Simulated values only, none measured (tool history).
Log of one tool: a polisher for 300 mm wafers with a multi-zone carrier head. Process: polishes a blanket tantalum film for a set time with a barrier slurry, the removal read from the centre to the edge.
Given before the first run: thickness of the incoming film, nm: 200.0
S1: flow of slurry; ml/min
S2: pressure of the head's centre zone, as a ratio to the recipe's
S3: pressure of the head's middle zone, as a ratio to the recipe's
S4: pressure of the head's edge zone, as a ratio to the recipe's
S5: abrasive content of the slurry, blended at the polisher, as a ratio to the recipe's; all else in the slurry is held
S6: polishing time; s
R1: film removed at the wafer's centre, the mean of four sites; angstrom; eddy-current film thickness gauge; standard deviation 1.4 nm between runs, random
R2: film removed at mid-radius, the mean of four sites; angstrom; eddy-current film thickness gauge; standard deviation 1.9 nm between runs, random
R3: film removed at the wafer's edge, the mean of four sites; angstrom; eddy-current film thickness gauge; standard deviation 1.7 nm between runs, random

Run 1, hour 0.0: S1 295 ml/min, S2 1.00, S3 1.00, S4 1.00, S5 1.00, S6 34 s. Result: R1 793.53 angstrom, R2 796.47 angstrom, R3 814.28 angstrom.
Run 2, hour 4.1: S1 295 ml/min, S2 0.97, S3 1.00, S4 1.00, S5 1.00, S6 34 s. Result: R1 755.72 angstrom, R2 796.64 angstrom, R3 800.20 angstrom.
Run 3, hour 4.7: S1 255 ml/min, S2 0.97, S3 1.00, S4 1.00, S5 1.00, S6 34 s. Result: R1 729.59 angstrom, R2 774.74 angstrom, R3 773.07 angstrom.
Run 4, hour 12.5: S1 295 ml/min, S2 0.98, S3 1.02, S4 1.05, S5 1.15, S6 36 s. Result: R1 844.04 angstrom, R2 901.27 angstrom, R3 896.92 angstrom.
Run 5, hour 20.5: S1 345 ml/min, S2 0.98, S3 1.02, S4 1.05, S5 1.15, S6 36 s. Result: R1 870.66 angstrom, R2 903.45 angstrom, R3 903.75 angstrom.
Run 6, hour 22.7: S1 320 ml/min, S2 0.98, S3 1.02, S4 1.05, S5 1.15, S6 36 s. Result: R1 846.96 angstrom, R2 908.17 angstrom, R3 906.64 angstrom.
Run 7, hour 30.4: S1 315 ml/min, S2 0.99, S3 1.01, S4 1.08, S5 1.25, S6 39 s. Result: R1 941.02 angstrom, R2 999.95 angstrom, R3 994.27 angstrom.
Run 8, hour 34.3: S1 330 ml/min, S2 0.98, S3 0.99, S4 1.11, S5 1.30, S6 41 s. Result: R1 998.79 angstrom, R2 1011.40 angstrom, R3 1098.80 angstrom.
Run 9, hour 38.3: S1 335 ml/min, S2 0.98, S3 1.00, S4 1.12, S5 1.35, S6 42 s. Result: R1 1036.40 angstrom, R2 1082.70 angstrom, R3 1119.30 angstrom.
Run 10, hour 42.6: S1 335 ml/min, S2 0.98, S3 1.00, S4 1.13, S5 1.40, S6 43 s. Result: R1 1072.50 angstrom, R2 1099.00 angstrom, R3 1188.30 angstrom.
Run 11, hour 51.6: S1 335 ml/min, S2 0.98, S3 1.00, S4 1.13, S5 1.40, S6 43 s. Result: R1 1082.70 angstrom, R2 1111.40 angstrom, R3 1164.80 angstrom.
Run 12, hour 60.5: S1 340 ml/min, S2 0.97, S3 1.00, S4 1.14, S5 1.45, S6 44 s. Result: R1 1100.20 angstrom, R2 1155.30 angstrom, R3 1219.50 angstrom.

What will run 13 give?
Run 13, hour 68.3: S1 340 ml/min, S2 0.97, S3 1.01, S4 1.15, S5 1.45, S6 45 s. Result: R1 ?, R2 ?, R3 ?.

Logged for run 13: R1 1126.00 angstrom, R2 1171.40 angstrom, R3 1239.90 angstrom.
